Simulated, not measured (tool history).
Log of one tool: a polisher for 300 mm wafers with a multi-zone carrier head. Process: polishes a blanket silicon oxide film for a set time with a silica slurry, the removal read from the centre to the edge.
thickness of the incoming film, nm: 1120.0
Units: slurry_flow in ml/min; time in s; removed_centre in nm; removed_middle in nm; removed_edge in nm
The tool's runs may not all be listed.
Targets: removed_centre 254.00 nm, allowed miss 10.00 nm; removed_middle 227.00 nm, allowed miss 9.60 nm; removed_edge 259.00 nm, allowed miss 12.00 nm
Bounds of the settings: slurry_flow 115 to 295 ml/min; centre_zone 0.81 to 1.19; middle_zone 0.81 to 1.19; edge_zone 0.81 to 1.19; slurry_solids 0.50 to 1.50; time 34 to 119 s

run 1 hour=0.0 | slurry_flow=190 centre_zone=1.00 middle_zone=1.00 edge_zone=1.00 slurry_solids=1.00 time=76 | removed_centre=348.05 removed_middle=342.91 removed_edge=355.71
run 2 hour=2.7 | slurry_flow=175 centre_zone=1.00 middle_zone=1.00 edge_zone=1.00 slurry_solids=1.00 time=76 | removed_centre=346.65 removed_middle=341.92 removed_edge=349.47
run 3 hour=8.0 | slurry_flow=175 centre_zone=1.00 middle_zone=1.00 edge_zone=1.00 slurry_solids=1.00 time=61 | removed_centre=272.75 removed_middle=271.48 removed_edge=277.25
run 4 hour=10.9 | slurry_flow=175 centre_zone=1.06 middle_zone=1.00 edge_zone=1.00 slurry_solids=1.00 time=61 | removed_centre=283.16 removed_middle=274.84 removed_edge=278.57
run 5 hour=17.3 | slurry_flow=170 centre_zone=1.05 middle_zone=0.98 edge_zone=1.00 slurry_solids=1.00 time=61 | removed_centre=281.42 removed_middle=265.12 removed_edge=278.92
run 6 hour=19.6 | slurry_flow=165 centre_zone=1.04 middle_zone=0.97 edge_zone=0.99 slurry_solids=1.00 time=61 | removed_centre=278.05 removed_middle=263.38 removed_edge=276.79
run 7 hour=22.9 | slurry_flow=160 centre_zone=1.03 middle_zone=0.95 edge_zone=0.99 slurry_solids=1.00 time=61 | removed_centre=283.35 removed_middle=259.87 removed_edge=273.62
run 8 hour=23.7 | slurry_flow=160 centre_zone=1.02 middle_zone=0.94 edge_zone=1.00 slurry_solids=0.95 time=61 | removed_centre=274.11 removed_middle=249.37 removed_edge=264.62

5 next moves are on the table. One of them brings every result within its allowed miss. Which?
run A hour=24.5 | slurry_flow=130 centre_zone=1.05 middle_zone=0.84 edge_zone=1.09 slurry_solids=1.25 time=50 | removed_centre=? removed_middle=? removed_edge=?
run B hour=24.5 | slurry_flow=165 centre_zone=1.11 middle_zone=0.81 edge_zone=0.87 slurry_solids=0.75 time=71 | removed_centre=? removed_middle=? removed_edge=?
run C hour=24.5 | slurry_flow=165 centre_zone=1.12 middle_zone=0.87 edge_zone=1.01 slurry_solids=0.75 time=72 | removed_centre=? removed_middle=? removed_edge=?
run D hour=24.5 | slurry_flow=185 centre_zone=1.19 middle_zone=0.81 edge_zone=0.87 slurry_solids=0.85 time=60 | removed_centre=? removed_middle=? removed_edge=?
run E hour=24.5 | slurry_flow=220 centre_zone=1.02 middle_zone=0.90 edge_zone=1.08 slurry_solids=1.15 time=49 | removed_centre=? removed_middle=? removed_edge=?

move=A removed_centre=258.05 removed_middle=211.23 removed_edge=263.57
move=B removed_centre=275.21 removed_middle=209.83 removed_edge=238.32
move=C removed_centre=281.07 removed_middle=223.41 removed_edge=258.98
move=D removed_centre=280.93 removed_middle=202.74 removed_edge=229.29
move=E removed_centre=259.25 removed_middle=225.11 removed_edge=260.48
A: takes the result that was furthest off past its target
B: takes the result that was furthest off past its target
C: brings the result that was furthest off to its target, and leaves another outside
D: takes the result that was furthest off past its target
E: meets every target
Answer: E
